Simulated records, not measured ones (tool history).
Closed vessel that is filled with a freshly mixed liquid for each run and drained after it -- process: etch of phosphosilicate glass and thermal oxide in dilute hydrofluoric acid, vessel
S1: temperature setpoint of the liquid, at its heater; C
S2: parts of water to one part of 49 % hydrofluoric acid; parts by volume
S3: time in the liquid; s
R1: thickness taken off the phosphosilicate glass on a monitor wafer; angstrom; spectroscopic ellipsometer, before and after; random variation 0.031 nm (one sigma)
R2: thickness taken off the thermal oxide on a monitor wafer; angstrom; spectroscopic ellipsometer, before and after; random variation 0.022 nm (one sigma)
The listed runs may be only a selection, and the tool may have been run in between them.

{"run": 1, "day": 0.0, "S1": 21.0, "S2": 195, "S3": 60, "R1": 137.78, "R2": 11.379}
{"run": 2, "day": 0.025, "S1": 21.0, "S2": 195, "S3": 70, "R1": 162.49, "R2": 12.587}
{"run": 3, "day": 0.358, "S1": 21.0, "S2": 140, "S3": 70, "R1": 238.98, "R2": 20.006}
{"run": 4, "day": 0.55, "S1": 20.5, "S2": 160, "S3": 70, "R1": 202.0, "R2": 15.226}
{"run": 5, "day": 0.754, "S1": 20.5, "S2": 160, "S3": 55, "R1": 158.79, "R2": 12.025}
{"run": 6, "day": 0.938, "S1": 20.5, "S2": 175, "S3": 55, "R1": 141.75, "R2": 11.25}
{"run": 7, "day": 1.017, "S1": 20.0, "S2": 185, "S3": 55, "R1": 130.37, "R2": 10.499}

Predict the results of run 8:
{"run": 8, "day": 1.196, "S1": 17.0, "S2": 255, "S3": 55, "R1": "?", "R2": "?"}

R1: 78.602 angstrom
R2: 6.5296 angstrom
